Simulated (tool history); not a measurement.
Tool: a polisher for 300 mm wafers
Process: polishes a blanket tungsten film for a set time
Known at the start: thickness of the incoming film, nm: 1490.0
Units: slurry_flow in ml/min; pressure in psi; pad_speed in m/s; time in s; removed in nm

{"run": 1, "hour": 0.0, "slurry_flow": 245, "pressure": 4.5, "pad_speed": 1.04, "slurry_solids": 1, "time": 38, "removed": 219.6}
{"run": 2, "hour": 4.9, "slurry_flow": 240, "pressure": 3.8, "pad_speed": 1.02, "slurry_solids": 1, "time": 38, "removed": 183.89}
{"run": 3, "hour": 10.7, "slurry_flow": 240, "pressure": 3.8, "pad_speed": 0.84, "slurry_solids": 1, "time": 38, "removed": 153.63}
{"run": 4, "hour": 17.9, "slurry_flow": 240, "pressure": 3.8, "pad_speed": 0.84, "slurry_solids": 1, "time": 34, "removed": 138.52}
{"run": 5, "hour": 21.2, "slurry_flow": 235, "pressure": 3.6, "pad_speed": 0.84, "slurry_solids": 1, "time": 34, "removed": 131.06}
{"run": 6, "hour": 23.2, "slurry_flow": 235, "pressure": 3.6, "pad_speed": 0.84, "slurry_solids": 1, "time": 38, "removed": 143.58}
{"run": 7, "hour": 25.3, "slurry_flow": 225, "pressure": 3.4, "pad_speed": 0.84, "slurry_solids": 1, "time": 38, "removed": 136.54}
{"run": 8, "hour": 32.6, "slurry_flow": 215, "pressure": 3.2, "pad_speed": 0.84, "slurry_solids": 1, "time": 38, "removed": 127.12}
{"run": 9, "hour": 37.7, "slurry_flow": 200, "pressure": 3.1, "pad_speed": 0.84, "slurry_solids": 1, "time": 38, "removed": 124.46}

The next listed run, before its measurement:
{"run": 10, "hour": 43.8, "slurry_flow": 200, "pressure": 3.1, "pad_speed": 0.84, "slurry_solids": 1, "time": 38, "removed": "?"}

{"run 10": {"removed": 124.69}}
